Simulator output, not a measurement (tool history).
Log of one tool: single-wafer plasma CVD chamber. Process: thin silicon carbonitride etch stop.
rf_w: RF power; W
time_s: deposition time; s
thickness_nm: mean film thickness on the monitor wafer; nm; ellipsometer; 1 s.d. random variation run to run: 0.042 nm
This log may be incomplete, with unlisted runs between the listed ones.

{"run": 1, "hour": 0.0, "rf_w": 185, "time_s": 17.7, "thickness_nm": 9.7951}
{"run": 2, "hour": 6.9, "rf_w": 205, "time_s": 17.7, "thickness_nm": 10.01}
{"run": 3, "hour": 11.9, "rf_w": 220, "time_s": 17.7, "thickness_nm": 10.019}
{"run": 4, "hour": 12.6, "rf_w": 220, "time_s": 16.2, "thickness_nm": 9.2327}
{"run": 5, "hour": 16.0, "rf_w": 215, "time_s": 15.1, "thickness_nm": 8.6518}
{"run": 6, "hour": 21.9, "rf_w": 210, "time_s": 14.4, "thickness_nm": 8.13}

The next listed run, before its measurement:
{"run": 7, "hour": 22.6, "rf_w": 205, "time_s": 14.1, "thickness_nm": "?"}

For run 7 the tool returned thickness_nm 7.8499 nm.
